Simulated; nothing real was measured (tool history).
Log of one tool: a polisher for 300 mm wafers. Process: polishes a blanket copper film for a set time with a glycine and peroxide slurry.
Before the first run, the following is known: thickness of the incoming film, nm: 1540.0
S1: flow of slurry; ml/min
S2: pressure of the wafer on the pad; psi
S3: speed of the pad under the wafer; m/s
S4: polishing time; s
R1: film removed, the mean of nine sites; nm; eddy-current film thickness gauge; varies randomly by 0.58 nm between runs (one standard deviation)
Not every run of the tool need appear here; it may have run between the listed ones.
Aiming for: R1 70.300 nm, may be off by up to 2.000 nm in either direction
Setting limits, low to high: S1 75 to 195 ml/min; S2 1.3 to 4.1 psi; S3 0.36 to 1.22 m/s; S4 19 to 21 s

run 1 day=0.000 | S1=125 S2=2.7 S3=0.78 S4=21 | R1=99.386
run 2 day=0.283 | S1=140 S2=2.7 S3=0.78 S4=21 | R1=100.210
run 3 day=0.642 | S1=140 S2=2.5 S3=0.78 S4=21 | R1=96.471
run 4 day=0.742 | S1=170 S2=2.5 S3=0.78 S4=21 | R1=100.540
run 5 day=0.783 | S1=170 S2=2.1 S3=0.78 S4=21 | R1=86.600
run 6 day=0.958 | S1=170 S2=2.1 S3=0.78 S4=19 | R1=78.639
run 7 day=1.329 | S1=170 S2=2.1 S3=0.78 S4=19 | R1=78.533
run 8 day=1.529 | S1=165 S2=2.1 S3=0.78 S4=19 | R1=78.238
run 9 day=1.688 | S1=160 S2=2.1 S3=0.78 S4=19 | R1=78.002
run 10 day=1.896 | S1=155 S2=2.1 S3=0.78 S4=19 | R1=78.760

Below are 5 possible settings for the next run. Only one of them brings all results inside the allowed miss of their targets. Which is it?
run A day=2.104 | S1=155 S2=2.3 S3=0.82 S4=19 | R1=?
run B day=2.104 | S1=160 S2=2.0 S3=0.62 S4=19 | R1=?
run C day=2.104 | S1=155 S2=2.1 S3=0.76 S4=19 | R1=?
run D day=2.104 | S1=160 S2=1.9 S3=0.58 S4=20 | R1=?
run E day=2.104 | S1=120 S2=2.0 S3=0.66 S4=20 | R1=?

move=A R1=85.312
move=B R1=67.074
move=C R1=76.503
move=D R1=66.134
move=E R1=69.592
A: further off than the last run
B: moves the result that the last run missed by most past its target, out the other side
C: moves toward the targets from the last run without getting all of them in spec
D: moves the result that the last run missed by most past its target, out the other side
E: every result lands within tolerance
The right move is E.

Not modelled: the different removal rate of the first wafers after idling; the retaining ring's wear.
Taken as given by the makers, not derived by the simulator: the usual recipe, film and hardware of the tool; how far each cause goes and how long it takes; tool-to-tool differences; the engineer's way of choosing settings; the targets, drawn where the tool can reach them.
